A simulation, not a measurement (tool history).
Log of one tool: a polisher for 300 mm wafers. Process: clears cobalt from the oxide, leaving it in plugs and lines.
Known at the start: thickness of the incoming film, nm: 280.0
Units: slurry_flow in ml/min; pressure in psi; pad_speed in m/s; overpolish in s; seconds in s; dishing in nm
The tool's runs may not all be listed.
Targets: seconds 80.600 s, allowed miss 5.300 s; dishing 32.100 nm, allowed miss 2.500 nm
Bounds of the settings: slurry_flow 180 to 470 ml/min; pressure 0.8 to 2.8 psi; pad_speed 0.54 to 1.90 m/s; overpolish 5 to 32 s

{"run": 1, "hour": 0.0, "slurry_flow": 300, "pressure": 1.8, "pad_speed": 1.22, "overpolish": 16, "seconds": 47.161, "dishing": 53.713}
{"run": 2, "hour": 4.5, "slurry_flow": 300, "pressure": 1.8, "pad_speed": 1.52, "overpolish": 16, "seconds": 37.667, "dishing": 58.558}
{"run": 3, "hour": 6.7, "slurry_flow": 300, "pressure": 1.7, "pad_speed": 1.46, "overpolish": 14, "seconds": 41.426, "dishing": 52.631}
{"run": 4, "hour": 15.5, "slurry_flow": 300, "pressure": 1.7, "pad_speed": 1.72, "overpolish": 14, "seconds": 35.721, "dishing": 53.097}
{"run": 5, "hour": 17.6, "slurry_flow": 300, "pressure": 1.6, "pad_speed": 1.64, "overpolish": 13, "seconds": 40.695, "dishing": 50.666}
{"run": 6, "hour": 21.0, "slurry_flow": 300, "pressure": 1.6, "pad_speed": 1.78, "overpolish": 13, "seconds": 36.209, "dishing": 52.882}
{"run": 7, "hour": 28.7, "slurry_flow": 300, "pressure": 1.5, "pad_speed": 1.7, "overpolish": 12, "seconds": 40.578, "dishing": 50.753}
{"run": 8, "hour": 34.0, "slurry_flow": 280, "pressure": 1.5, "pad_speed": 1.58, "overpolish": 11, "seconds": 44.754, "dishing": 45.735}
{"run": 9, "hour": 42.1, "slurry_flow": 275, "pressure": 1.4, "pad_speed": 1.54, "overpolish": 10, "seconds": 47.628, "dishing": 40.098}
{"run": 10, "hour": 47.3, "slurry_flow": 275, "pressure": 1.3, "pad_speed": 1.5, "overpolish": 10, "seconds": 54.67, "dishing": 37.766}
{"run": 11, "hour": 53.5, "slurry_flow": 275, "pressure": 0.8, "pad_speed": 1.44, "overpolish": 10, "seconds": 87.136, "dishing": 26.841}
{"run": 12, "hour": 57.3, "slurry_flow": 275, "pressure": 0.8, "pad_speed": 1.44, "overpolish": 11, "seconds": 87.82, "dishing": 27.885}

Which of these 5 next moves meets every target?
{"run": "A", "hour": 61.1, "slurry_flow": 240, "pressure": 0.9, "pad_speed": 1.2, "overpolish": 18, "seconds": "?", "dishing": "?"}
{"run": "B", "hour": 61.1, "slurry_flow": 235, "pressure": 1.0, "pad_speed": 1.14, "overpolish": 18, "seconds": "?", "dishing": "?"}
{"run": "C", "hour": 61.1, "slurry_flow": 300, "pressure": 0.8, "pad_speed": 1.18, "overpolish": 10, "seconds": "?", "dishing": "?"}
{"run": "D", "hour": 61.1, "slurry_flow": 230, "pressure": 1.1, "pad_speed": 1.2, "overpolish": 12, "seconds": "?", "dishing": "?"}
{"run": "E", "hour": 61.1, "slurry_flow": 300, "pressure": 0.9, "pad_speed": 1.4, "overpolish": 16, "seconds": "?", "dishing": "?"}

move=A seconds=92.833 dishing=38.103
move=B seconds=88.490 dishing=39.289
move=C seconds=103.430 dishing=22.726
move=D seconds=77.067 dishing=32.724
move=E seconds=78.437 dishing=39.324
A: takes the result that was furthest off past its target
B: takes the result that was furthest off past its target
C: further off than the last run
D: meets every target
E: takes the result that was furthest off past its target
Move D is the one to make.

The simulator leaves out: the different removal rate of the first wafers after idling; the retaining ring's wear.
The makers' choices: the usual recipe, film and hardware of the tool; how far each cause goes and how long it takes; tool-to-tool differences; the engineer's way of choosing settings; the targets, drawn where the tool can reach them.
